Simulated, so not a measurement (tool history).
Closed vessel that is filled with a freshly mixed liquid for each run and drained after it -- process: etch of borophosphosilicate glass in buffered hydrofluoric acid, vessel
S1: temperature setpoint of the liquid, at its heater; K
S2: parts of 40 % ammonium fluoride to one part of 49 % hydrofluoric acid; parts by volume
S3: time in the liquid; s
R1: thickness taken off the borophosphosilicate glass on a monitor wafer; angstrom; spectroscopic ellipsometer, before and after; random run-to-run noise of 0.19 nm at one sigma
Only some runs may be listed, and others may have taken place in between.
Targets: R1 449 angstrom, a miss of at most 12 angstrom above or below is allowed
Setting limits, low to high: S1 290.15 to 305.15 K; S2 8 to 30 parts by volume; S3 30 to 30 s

{"run": 1, "hour": 0.0, "S1": 297.15, "S2": 22.5, "S3": 30, "R1": 339.45}
{"run": 2, "hour": 2.6, "S1": 297.15, "S2": 28, "S3": 30, "R1": 292.42}
{"run": 3, "hour": 7.9, "S1": 299.15, "S2": 28, "S3": 30, "R1": 325.11}
{"run": 4, "hour": 12.6, "S1": 296.15, "S2": 28, "S3": 30, "R1": 276}
{"run": 5, "hour": 21.6, "S1": 292.65, "S2": 28, "S3": 30, "R1": 227.9}
{"run": 6, "hour": 28.0, "S1": 292.65, "S2": 24, "S3": 30, "R1": 253.65}
{"run": 7, "hour": 29.7, "S1": 295.15, "S2": 24, "S3": 30, "R1": 289.95}
{"hour": 32.8, "done": "hydrofluoric acid flow meter replaced"}
{"run": 8, "hour": 32.8, "S1": 295.15, "S2": 24, "S3": 30, "R1": 301.54}
{"run": 9, "hour": 40.6, "S1": 299.15, "S2": 23.5, "S3": 30, "R1": 379.62}
{"run": 10, "hour": 41.8, "S1": 299.65, "S2": 23.5, "S3": 30, "R1": 392.2}

Which one of the following 4 next-run settings gets every result inside its allowed miss? There is exactly one.
{"run": "A", "hour": 43.0, "S1": 300.15, "S2": 22.5, "S3": 30, "R1": "?"}
{"run": "B", "hour": 43.0, "S1": 304.65, "S2": 25, "S3": 30, "R1": "?"}
{"run": "C", "hour": 43.0, "S1": 300.65, "S2": 21, "S3": 30, "R1": "?"}
{"run": "D", "hour": 43.0, "S1": 300.65, "S2": 22.5, "S3": 30, "R1": "?"}

move=A R1=412.33
move=B R1=486.34
move=C R1=444.05
move=D R1=423.46
A: an improvement on the last run, though not all results are within tolerance
B: moves the result that the last run missed by most past its target, out the other side
C: meets every target
D: an improvement on the last run, though not all results are within tolerance
Move C is the one to make.
